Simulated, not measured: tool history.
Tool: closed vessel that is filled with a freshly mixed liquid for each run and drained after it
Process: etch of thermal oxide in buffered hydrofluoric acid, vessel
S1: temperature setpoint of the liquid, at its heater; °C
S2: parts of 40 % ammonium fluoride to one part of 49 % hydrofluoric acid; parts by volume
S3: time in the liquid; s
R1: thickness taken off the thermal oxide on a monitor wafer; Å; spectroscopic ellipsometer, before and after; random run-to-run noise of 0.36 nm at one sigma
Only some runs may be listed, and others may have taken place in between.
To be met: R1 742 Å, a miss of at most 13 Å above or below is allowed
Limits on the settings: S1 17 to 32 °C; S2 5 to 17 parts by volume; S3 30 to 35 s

{"run": 1, "day": 0.0, "S1": 24, "S2": 10.5, "S3": 35, "R1": 463.15}
{"run": 2, "day": 0.079, "S1": 24, "S2": 8.5, "S3": 35, "R1": 550.99}
{"run": 3, "day": 0.246, "S1": 24, "S2": 8.5, "S3": 35, "R1": 549.33}
{"run": 4, "day": 0.55, "S1": 26.5, "S2": 8.5, "S3": 35, "R1": 628.61}
{"run": 5, "day": 0.717, "S1": 26.5, "S2": 8.5, "S3": 30, "R1": 538.56}
{"run": 6, "day": 0.879, "S1": 26.5, "S2": 10.5, "S3": 30, "R1": 451.78}
{"run": 7, "day": 0.988, "S1": 27.5, "S2": 10, "S3": 30, "R1": 499.83}
{"run": 8, "day": 1.233, "S1": 28.5, "S2": 9.5, "S3": 30, "R1": 546.49}
{"run": 9, "day": 1.583, "S1": 29.5, "S2": 9, "S3": 30, "R1": 592.77}
{"run": 10, "day": 1.825, "S1": 30, "S2": 8.5, "S3": 30, "R1": 639.57}
{"run": 11, "day": 1.925, "S1": 30.5, "S2": 8.5, "S3": 30, "R1": 667.37}
{"run": 12, "day": 2.246, "S1": 31, "S2": 8.5, "S3": 30, "R1": 679.84}

Of the 4 settings listed for the next run, only one would bring every result within its allowed miss of target. Which one?
{"run": "A", "day": 2.567, "S1": 27.5, "S2": 6.5, "S3": 30, "R1": "?"}
{"run": "B", "day": 2.567, "S1": 30.5, "S2": 9, "S3": 30, "R1": "?"}
{"run": "C", "day": 2.567, "S1": 31.5, "S2": 8.5, "S3": 30, "R1": "?"}
{"run": "D", "day": 2.567, "S1": 32, "S2": 9.5, "S3": 30, "R1": "?"}

move=A R1=745.45
move=B R1=622.6
move=C R1=697.21
move=D R1=649.93
A: in spec on every target
B: further off than the last run
C: gains on the last run, yet a result remains outside its allowed miss
D: further off than the last run
Correct choice: A, which meets every target

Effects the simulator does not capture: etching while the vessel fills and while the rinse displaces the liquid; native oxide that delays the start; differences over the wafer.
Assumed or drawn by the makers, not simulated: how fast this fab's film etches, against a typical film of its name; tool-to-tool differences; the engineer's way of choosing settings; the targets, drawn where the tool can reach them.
